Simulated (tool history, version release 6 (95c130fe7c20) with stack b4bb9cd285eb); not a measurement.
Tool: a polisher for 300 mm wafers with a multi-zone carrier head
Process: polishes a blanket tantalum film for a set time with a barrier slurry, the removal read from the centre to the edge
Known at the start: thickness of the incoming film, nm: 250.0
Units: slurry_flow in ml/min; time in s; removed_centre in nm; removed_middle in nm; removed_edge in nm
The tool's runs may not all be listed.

run 1 hour=0 | slurry_flow=170 centre_zone=1 middle_zone=1 edge_zone=1 slurry_solids=1 time=54 | removed_centre=85.671 removed_middle=87.901 removed_edge=87.809
run 2 hour=2.9 | slurry_flow=170 centre_zone=1.08 middle_zone=1 edge_zone=1 slurry_solids=1 time=54 | removed_centre=93.942 removed_middle=86.962 removed_edge=87.451
run 3 hour=5.5 | slurry_flow=165 centre_zone=1.09 middle_zone=1 edge_zone=0.97 slurry_solids=0.95 time=54 | removed_centre=91.461 removed_middle=85.789 removed_edge=87.094
run 4 hour=9.9 | slurry_flow=165 centre_zone=1.09 middle_zone=1.09 edge_zone=0.97 slurry_solids=0.95 time=54 | removed_centre=92.951 removed_middle=90.663 removed_edge=85.784
run 5 hour=15.1 | slurry_flow=165 centre_zone=1.09 middle_zone=1.09 edge_zone=0.97 slurry_solids=0.95 time=62 | removed_centre=105.97 removed_middle=103.05 removed_edge=98.522
run 6 hour=22.7 | slurry_flow=175 centre_zone=1.11 middle_zone=1.09 edge_zone=0.95 slurry_solids=0.9 time=60 | removed_centre=103.58 removed_middle=101 removed_edge=94.237
run 7 hour=29.7 | slurry_flow=180 centre_zone=1.12 middle_zone=1.06 edge_zone=0.93 slurry_solids=0.85 time=58 | removed_centre=98.849 removed_middle=91.812 removed_edge=87.466
run 8 hour=32.6 | slurry_flow=185 centre_zone=1.13 middle_zone=1.05 edge_zone=0.91 slurry_solids=0.8 time=58 | removed_centre=98.84 removed_middle=91.915 removed_edge=85.502
run 9 hour=33.9 | slurry_flow=135 centre_zone=1.17 middle_zone=0.95 edge_zone=0.81 slurry_solids=0.55 time=57 | removed_centre=80.757 removed_middle=68.153 removed_edge=66.32
run 10 hour=41.4 | slurry_flow=135 centre_zone=1.17 middle_zone=0.95 edge_zone=0.81 slurry_solids=0.55 time=57 | removed_centre=81.581 removed_middle=67.866 removed_edge=66.556

Forecast run 11:
run 11 hour=48.3 | slurry_flow=145 centre_zone=1.17 middle_zone=0.96 edge_zone=0.82 slurry_solids=0.55 time=57 | removed_centre=? removed_middle=? removed_edge=?

Run 11 gave removed_centre 81.369 nm, removed_middle 68.387 nm, removed_edge 66.787 nm.
